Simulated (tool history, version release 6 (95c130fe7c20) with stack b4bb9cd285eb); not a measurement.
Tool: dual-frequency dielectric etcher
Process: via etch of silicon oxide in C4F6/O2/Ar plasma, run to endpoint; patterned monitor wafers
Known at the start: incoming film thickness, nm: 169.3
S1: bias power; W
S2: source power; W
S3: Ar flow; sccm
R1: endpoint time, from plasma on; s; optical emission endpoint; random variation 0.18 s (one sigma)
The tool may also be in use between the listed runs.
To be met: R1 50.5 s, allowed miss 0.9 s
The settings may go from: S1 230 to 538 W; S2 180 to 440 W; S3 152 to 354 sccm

run,day,S1,S2,S3,R1
1,0,384,310,253,43.272
2,0.217,320,310,253,48.498
3,0.396,377,310,253,43.884
4,0.625,364,310,253,44.92
5,0.708,353,310,253,45.8
6,0.879,353,290,253,46.385
7,1.079,345,290,253,47.104
8,1.362,338,290,253,48.105

5 next moves are on the table. One of them brings every result within its allowed miss. Which?
A,1.646,317,260,217,?
B,1.646,318,300,224,?
C,1.646,325,290,237,?
D,1.646,338,280,229,?
E,1.646,382,270,264,?

move,R1
A,50.742
B,48.684
C,48.849
D,47.981
E,45.83
A: meets every target
B: nearer than the last run, and not there yet
C: nearer than the last run, and not there yet
D: further off than the last run
E: further off than the last run
Answer: A

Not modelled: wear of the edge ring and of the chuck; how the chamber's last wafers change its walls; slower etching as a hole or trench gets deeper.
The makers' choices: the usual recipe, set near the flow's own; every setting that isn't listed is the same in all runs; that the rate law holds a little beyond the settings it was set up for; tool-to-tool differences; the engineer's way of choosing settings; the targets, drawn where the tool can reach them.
